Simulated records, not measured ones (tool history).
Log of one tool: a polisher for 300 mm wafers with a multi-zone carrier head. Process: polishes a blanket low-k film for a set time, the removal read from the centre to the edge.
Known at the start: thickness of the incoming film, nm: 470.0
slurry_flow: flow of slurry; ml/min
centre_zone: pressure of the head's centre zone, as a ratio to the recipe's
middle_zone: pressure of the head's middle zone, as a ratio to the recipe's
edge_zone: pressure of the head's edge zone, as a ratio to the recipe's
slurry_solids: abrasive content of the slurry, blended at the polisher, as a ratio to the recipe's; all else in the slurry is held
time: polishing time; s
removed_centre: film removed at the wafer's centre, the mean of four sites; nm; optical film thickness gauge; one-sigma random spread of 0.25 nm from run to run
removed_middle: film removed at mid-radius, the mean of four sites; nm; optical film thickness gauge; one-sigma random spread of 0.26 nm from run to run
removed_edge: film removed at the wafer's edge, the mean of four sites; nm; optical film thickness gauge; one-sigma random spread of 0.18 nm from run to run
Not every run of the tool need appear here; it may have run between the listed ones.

| run | hour | slurry_flow | centre_zone | middle_zone | edge_zone | slurry_solids | time | removed_centre | removed_middle | removed_edge |
|---|---|---|---|---|---|---|---|---|---|---|
| 1 | 0 | 130 | 1 | 1 | 1 | 1 | 48 | 25.56 | 25.921 | 25.754 |
| 2 | 4.8 | 120 | 0.96 | 1.01 | 0.97 | 0.95 | 48 | 23.074 | 24.924 | 24.739 |
| 3 | 13.8 | 120 | 1.03 | 1.01 | 0.97 | 0.95 | 48 | 24.815 | 24.595 | 24.219 |
| 4 | 14.7 | 120 | 1.03 | 0.94 | 0.97 | 0.95 | 48 | 24.776 | 23.819 | 24.361 |
| 5 | 21.3 | 100 | 1.03 | 0.94 | 0.97 | 0.95 | 48 | 23.301 | 22.304 | 23.566 |
| 6 | 26.7 | 125 | 1.03 | 0.94 | 0.97 | 0.95 | 48 | 25.471 | 23.44 | 24.28 |
| 7 | 28.3 | 90 | 0.93 | 1.04 | 0.87 | 0.8 | 48 | 17.913 | 20.742 | 19.537 |

Forecast run 8:
| 8 | 37.2 | 95 | 0.92 | 1.05 | 0.88 | 0.8 | 48 | ? | ? | ? |

{"run 8": {"removed_centre": 18.818, "removed_middle": 21.558, "removed_edge": 20.026}}

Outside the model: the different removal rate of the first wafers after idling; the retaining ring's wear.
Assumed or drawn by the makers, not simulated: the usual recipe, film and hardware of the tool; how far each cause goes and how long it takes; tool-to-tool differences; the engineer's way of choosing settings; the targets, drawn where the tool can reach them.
